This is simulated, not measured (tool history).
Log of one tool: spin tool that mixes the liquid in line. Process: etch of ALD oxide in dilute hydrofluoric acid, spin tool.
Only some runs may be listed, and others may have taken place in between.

run	hour	temperature setpoint of the liquid (K)	parts of water to one part of 49 % hydrofluoric acid (parts by volume)	time under the liquid (s)	thickness taken off the ALD oxide on a monitor wafer (nm)
1	0.0	297.15	50	55	24.007
2	3.2	297.15	50	45	19.397
3	12.1	294.65	50	45	17.357
4	17.8	297.65	45	45	22.243
5	21.5	297.65	45	55	26.778
6	26.6	297.65	55	55	22.029
7	27.8	297.65	55	55	21.652
8	33.1	297.65	55	55	21.637
9	40.6	299.65	50	55	26.177
10	43.8	299.65	50	55	26.120
11	52.8	303.65	30	55	52.487
12	54.2	302.65	30	55	50.548
13	56.7	302.15	30	55	49.584
14	63.0	301.65	30	55	49.044

For run 15, what comes out?
15	71.6	301.15	30	55	?

Logged for run 15: thickness taken off the ALD oxide on a monitor wafer (nm) 47.520.
